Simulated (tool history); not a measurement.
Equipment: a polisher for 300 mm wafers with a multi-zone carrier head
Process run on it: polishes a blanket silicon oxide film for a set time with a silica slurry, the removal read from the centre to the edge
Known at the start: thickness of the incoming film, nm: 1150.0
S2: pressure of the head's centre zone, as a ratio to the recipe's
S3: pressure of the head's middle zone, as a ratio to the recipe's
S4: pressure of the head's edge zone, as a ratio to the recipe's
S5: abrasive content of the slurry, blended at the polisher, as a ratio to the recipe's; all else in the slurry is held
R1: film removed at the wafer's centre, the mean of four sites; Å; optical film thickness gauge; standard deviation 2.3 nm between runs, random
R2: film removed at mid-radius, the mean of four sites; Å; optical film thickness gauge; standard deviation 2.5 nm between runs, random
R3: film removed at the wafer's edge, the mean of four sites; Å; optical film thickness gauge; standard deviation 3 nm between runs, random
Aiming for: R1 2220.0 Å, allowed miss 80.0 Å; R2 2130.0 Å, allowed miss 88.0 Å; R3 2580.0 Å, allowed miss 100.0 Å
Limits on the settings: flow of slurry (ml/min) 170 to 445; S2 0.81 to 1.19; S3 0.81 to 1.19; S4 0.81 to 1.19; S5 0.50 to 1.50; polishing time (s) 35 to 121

Run 1, hour 0.0: flow of slurry (ml/min) 285, S2 1.00, S3 1.00, S4 1.00, S5 1.00, polishing time (s) 78. Result: R1 2529.6 Å, R2 2531.9 Å, R3 2631.7 Å.
Run 2, hour 6.9: flow of slurry (ml/min) 250, S2 1.00, S3 1.00, S4 1.00, S5 1.00, polishing time (s) 78. Result: R1 2530.0 Å, R2 2506.6 Å, R3 2610.0 Å.
Run 3, hour 8.8: flow of slurry (ml/min) 200, S2 1.00, S3 1.00, S4 1.00, S5 1.00, polishing time (s) 78. Result: R1 2425.5 Å, R2 2464.9 Å, R3 2585.8 Å.
Run 4, hour 15.5: flow of slurry (ml/min) 200, S2 0.99, S3 0.98, S4 1.01, S5 1.00, polishing time (s) 78. Result: R1 2414.4 Å, R2 2421.0 Å, R3 2536.8 Å.
Run 5, hour 23.2: flow of slurry (ml/min) 200, S2 0.91, S3 0.98, S4 1.01, S5 1.00, polishing time (s) 78. Result: R1 2196.8 Å, R2 2397.2 Å, R3 2572.2 Å.
Run 6, hour 24.7: flow of slurry (ml/min) 170, S2 0.91, S3 0.98, S4 1.01, S5 1.00, polishing time (s) 78. Result: R1 2109.2 Å, R2 2341.6 Å, R3 2468.2 Å.
Run 7, hour 29.5: flow of slurry (ml/min) 175, S2 0.91, S3 0.96, S4 1.02, S5 1.00, polishing time (s) 78. Result: R1 2170.7 Å, R2 2345.9 Å, R3 2491.3 Å.
Run 8, hour 34.1: flow of slurry (ml/min) 180, S2 0.90, S3 0.94, S4 1.04, S5 1.00, polishing time (s) 78. Result: R1 2145.6 Å, R2 2291.8 Å, R3 2539.7 Å.
Run 9, hour 42.5: flow of slurry (ml/min) 180, S2 0.90, S3 0.93, S4 1.05, S5 1.00, polishing time (s) 78. Result: R1 2110.2 Å, R2 2244.1 Å, R3 2583.8 Å.
Run 10, hour 48.7: flow of slurry (ml/min) 180, S2 0.90, S3 0.93, S4 1.05, S5 1.00, polishing time (s) 78. Result: R1 2155.2 Å, R2 2246.4 Å, R3 2567.8 Å.
Run 11, hour 53.6: flow of slurry (ml/min) 180, S2 0.90, S3 0.92, S4 1.05, S5 1.00, polishing time (s) 78. Result: R1 2120.2 Å, R2 2225.5 Å, R3 2544.7 Å.

Of the 4 settings listed for the next run, only one would bring every result within its allowed miss of target. Which one?
Run A, hour 58.5: flow of slurry (ml/min) 180, S2 0.92, S3 0.84, S4 1.03, S5 1.10, polishing time (s) 86. Result: R1 ?, R2 ?, R3 ?.
Run B, hour 58.5: flow of slurry (ml/min) 195, S2 0.95, S3 0.88, S4 1.11, S5 0.95, polishing time (s) 78. Result: R1 ?, R2 ?, R3 ?.
Run C, hour 58.5: flow of slurry (ml/min) 200, S2 0.90, S3 0.92, S4 0.82, S5 1.05, polishing time (s) 78. Result: R1 ?, R2 ?, R3 ?.
Run D, hour 58.5: flow of slurry (ml/min) 255, S2 0.84, S3 0.83, S4 1.19, S5 0.90, polishing time (s) 79. Result: R1 ?, R2 ?, R3 ?.

move      R1      R2      R3
   A  2463.7  2382.4  2871.8
   B  2250.4  2184.7  2621.2
   C  2200.1  2340.1  2340.1
   D  2065.2  2156.3  2788.9
A: pushes the last run's worst result past its target
B: each result inside its tolerance
C: the furthest-off result lands on target, but another misses its tolerance
D: further off than the last run
So the answer is move B, the one that meets all the targets.
